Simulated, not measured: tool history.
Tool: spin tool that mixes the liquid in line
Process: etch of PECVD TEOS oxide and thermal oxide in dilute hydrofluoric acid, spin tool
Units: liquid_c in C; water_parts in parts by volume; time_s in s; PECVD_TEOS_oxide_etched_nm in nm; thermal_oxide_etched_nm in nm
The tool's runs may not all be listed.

Run 1, hour 0: liquid_c 21 C, water_parts 55 parts by volume, time_s 55 s. Result: PECVD_TEOS_oxide_etched_nm 14.163 nm, thermal_oxide_etched_nm 4.3313 nm.
Run 2, hour 8.2: liquid_c 24 C, water_parts 55 parts by volume, time_s 55 s. Result: PECVD_TEOS_oxide_etched_nm 16.145 nm, thermal_oxide_etched_nm 4.9499 nm.
Run 3, hour 16.3: liquid_c 24 C, water_parts 55 parts by volume, time_s 75 s. Result: PECVD_TEOS_oxide_etched_nm 22.11 nm, thermal_oxide_etched_nm 6.7521 nm.
Run 4, hour 20.2: liquid_c 25.5 C, water_parts 45 parts by volume, time_s 75 s. Result: PECVD_TEOS_oxide_etched_nm 29.185 nm, thermal_oxide_etched_nm 8.9191 nm.
Run 5, hour 25: liquid_c 26.5 C, water_parts 35 parts by volume, time_s 75 s. Result: PECVD_TEOS_oxide_etched_nm 39.224 nm, thermal_oxide_etched_nm 12.061 nm.
Run 6, hour 26.7: liquid_c 24.5 C, water_parts 35 parts by volume, time_s 75 s. Result: PECVD_TEOS_oxide_etched_nm 36.336 nm, thermal_oxide_etched_nm 11.097 nm.
Run 7, hour 27.3: liquid_c 26 C, water_parts 30 parts by volume, time_s 75 s. Result: PECVD_TEOS_oxide_etched_nm 44.987 nm, thermal_oxide_etched_nm 13.929 nm.
Run 8, hour 31: liquid_c 27 C, water_parts 30 parts by volume, time_s 75 s. Result: PECVD_TEOS_oxide_etched_nm 46.934 nm, thermal_oxide_etched_nm 14.716 nm.
Run 9, hour 38.6: liquid_c 27.5 C, water_parts 30 parts by volume, time_s 75 s. Result: PECVD_TEOS_oxide_etched_nm 48.582 nm, thermal_oxide_etched_nm 14.851 nm.
Run 10, hour 40.7: liquid_c 28 C, water_parts 30 parts by volume, time_s 75 s. Result: PECVD_TEOS_oxide_etched_nm 48.611 nm, thermal_oxide_etched_nm 15.04 nm.

The next listed run, before its measurement:
Run 11, hour 43.1: liquid_c 29 C, water_parts 25 parts by volume, time_s 75 s. Result: PECVD_TEOS_oxide_etched_nm ?, thermal_oxide_etched_nm ?.

PECVD_TEOS_oxide_etched_nm: 61.953 nm
thermal_oxide_etched_nm: 18.839 nm
